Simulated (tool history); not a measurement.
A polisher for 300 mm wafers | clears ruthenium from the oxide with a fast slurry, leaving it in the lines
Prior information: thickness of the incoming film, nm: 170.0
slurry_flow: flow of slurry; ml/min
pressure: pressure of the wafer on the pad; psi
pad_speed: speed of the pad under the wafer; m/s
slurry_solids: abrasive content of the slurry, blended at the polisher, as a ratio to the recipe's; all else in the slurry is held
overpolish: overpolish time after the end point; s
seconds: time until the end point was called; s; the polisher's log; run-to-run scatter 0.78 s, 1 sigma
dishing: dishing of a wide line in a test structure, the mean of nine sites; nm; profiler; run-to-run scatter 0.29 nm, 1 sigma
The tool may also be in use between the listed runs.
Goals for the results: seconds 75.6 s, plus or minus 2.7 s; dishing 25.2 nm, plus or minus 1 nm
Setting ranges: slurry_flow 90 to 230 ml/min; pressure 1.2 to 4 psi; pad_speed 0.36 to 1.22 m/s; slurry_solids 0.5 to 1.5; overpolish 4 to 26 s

run 1 hour=0 | slurry_flow=150 pressure=2.6 pad_speed=0.78 slurry_solids=1 overpolish=13 | seconds=66.459 dishing=24.451
run 2 hour=6.2 | slurry_flow=145 pressure=2.5 pad_speed=0.78 slurry_solids=1 overpolish=14 | seconds=70.024 dishing=24.691
run 3 hour=14.5 | slurry_flow=145 pressure=2.5 pad_speed=0.78 slurry_solids=1 overpolish=12 | seconds=69.186 dishing=22.122
run 4 hour=21.8 | slurry_flow=145 pressure=2.2 pad_speed=0.78 slurry_solids=1 overpolish=12 | seconds=77.307 dishing=19.787
run 5 hour=28.2 | slurry_flow=145 pressure=2.2 pad_speed=0.96 slurry_solids=1 overpolish=12 | seconds=64.971 dishing=23.475
run 6 hour=36.3 | slurry_flow=145 pressure=2.2 pad_speed=0.96 slurry_solids=1 overpolish=9 | seconds=64.399 dishing=17.926
run 7 hour=44 | slurry_flow=115 pressure=1.8 pad_speed=0.96 slurry_solids=1 overpolish=15 | seconds=81.267 dishing=23.521
run 8 hour=44.7 | slurry_flow=120 pressure=1.8 pad_speed=0.96 slurry_solids=1 overpolish=15 | seconds=80.424 dishing=24.014
run 9 hour=45.4 | slurry_flow=125 pressure=1.8 pad_speed=0.96 slurry_solids=1 overpolish=15 | seconds=80.146 dishing=23.996
run 10 hour=53.9 | slurry_flow=130 pressure=1.8 pad_speed=0.96 slurry_solids=1 overpolish=15 | seconds=79.381 dishing=24.066
run 11 hour=58.4 | slurry_flow=135 pressure=1.8 pad_speed=0.96 slurry_solids=1 overpolish=15 | seconds=78.306 dishing=24.056

Of the 5 settings listed for the next run, only one would bring every result within its allowed miss of target. Which one?
run A hour=62.9 | slurry_flow=120 pressure=1.6 pad_speed=1.08 slurry_solids=0.8 overpolish=16 | seconds=? dishing=?
run B hour=62.9 | slurry_flow=145 pressure=1.8 pad_speed=0.92 slurry_solids=0.9 overpolish=15 | seconds=? dishing=?
run C hour=62.9 | slurry_flow=170 pressure=1.5 pad_speed=1.02 slurry_solids=0.95 overpolish=15 | seconds=? dishing=?
run D hour=62.9 | slurry_flow=135 pressure=1.6 pad_speed=1.1 slurry_solids=1 overpolish=15 | seconds=? dishing=?
run E hour=62.9 | slurry_flow=145 pressure=1.8 pad_speed=0.96 slurry_solids=0.9 overpolish=14 | seconds=? dishing=?

move=A seconds=86.342 dishing=24.144
move=B seconds=84.851 dishing=23.092
move=C seconds=86.801 dishing=22.6
move=D seconds=77.677 dishing=25.101
move=E seconds=81.402 dishing=22.498
A: lands further from the targets than the last run did
B: lands further from the targets than the last run did
C: lands further from the targets than the last run did
D: each result inside its tolerance
E: lands further from the targets than the last run did
D is the move that brings every result within its allowed miss.

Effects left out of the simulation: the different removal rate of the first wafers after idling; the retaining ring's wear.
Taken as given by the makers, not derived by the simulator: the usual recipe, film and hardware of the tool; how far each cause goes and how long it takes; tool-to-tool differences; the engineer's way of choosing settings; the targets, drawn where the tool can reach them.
